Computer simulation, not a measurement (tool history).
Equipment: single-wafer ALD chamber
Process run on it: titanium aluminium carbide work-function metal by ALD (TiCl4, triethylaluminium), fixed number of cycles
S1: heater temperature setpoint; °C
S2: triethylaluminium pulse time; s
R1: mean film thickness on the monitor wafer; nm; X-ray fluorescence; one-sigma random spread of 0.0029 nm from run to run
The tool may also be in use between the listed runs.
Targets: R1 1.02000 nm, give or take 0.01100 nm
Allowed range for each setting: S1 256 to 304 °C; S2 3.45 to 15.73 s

run 1 day=0.000 | S1=280 S2=9.59 | R1=1.61640
run 2 day=0.179 | S1=276 S2=8.60 | R1=1.54970
run 3 day=0.283 | S1=285 S2=8.60 | R1=1.62970
run 4 day=0.433 | S1=280 S2=7.77 | R1=1.52130
run 5 day=0.746 | S1=276 S2=7.07 | R1=1.42930
run 6 day=1.071 | S1=287 S2=7.07 | R1=1.50680
run 7 day=1.208 | S1=287 S2=7.07 | R1=1.51010
run 8 day=1.479 | S1=282 S2=6.48 | R1=1.38680
run 9 day=1.808 | S1=278 S2=6.04 | R1=1.28170
run 10 day=1.979 | S1=275 S2=5.93 | R1=1.24150
run 11 day=2.062 | S1=272 S2=5.87 | R1=1.20600
run 12 day=2.350 | S1=272 S2=5.87 | R1=1.21550
run 13 day=2.662 | S1=269 S2=5.79 | R1=1.16840
run 14 day=2.950 | S1=267 S2=5.76 | R1=1.14880
run 15 day=3.246 | S1=265 S2=5.72 | R1=1.13110
run 16 day=3.454 | S1=264 S2=5.66 | R1=1.10490
run 17 day=3.808 | S1=256 S2=3.45 | R1=0.18015
run 18 day=3.996 | S1=264 S2=3.45 | R1=0.18909
run 19 day=4.208 | S1=263 S2=3.84 | R1=0.43508
run 20 day=4.312 | S1=256 S2=5.56 | R1=1.03790
run 21 day=4.446 | S1=257 S2=5.56 | R1=1.04570
run 22 day=4.725 | S1=258 S2=5.56 | R1=1.04830
run 23 day=5.029 | S1=259 S2=5.56 | R1=1.05620
run 24 day=5.088 | S1=260 S2=5.56 | R1=1.06490

Which single option among these 4 for the next run brings every result within its allowed miss of target? Just one does.
run A day=5.146 | S1=264 S2=5.31 | R1=?
run B day=5.146 | S1=256 S2=5.61 | R1=?
run C day=5.146 | S1=256 S2=5.35 | R1=?
run D day=5.146 | S1=266 S2=5.15 | R1=?

move=A R1=1.02710
move=B R1=1.05170
move=C R1=0.99072
move=D R1=0.99356
A: every result lands within tolerance
B: gains on the last run, yet a result remains outside its allowed miss
C: takes the biggest miss from the last run beyond its target
D: takes the biggest miss from the last run beyond its target
The right move is A.

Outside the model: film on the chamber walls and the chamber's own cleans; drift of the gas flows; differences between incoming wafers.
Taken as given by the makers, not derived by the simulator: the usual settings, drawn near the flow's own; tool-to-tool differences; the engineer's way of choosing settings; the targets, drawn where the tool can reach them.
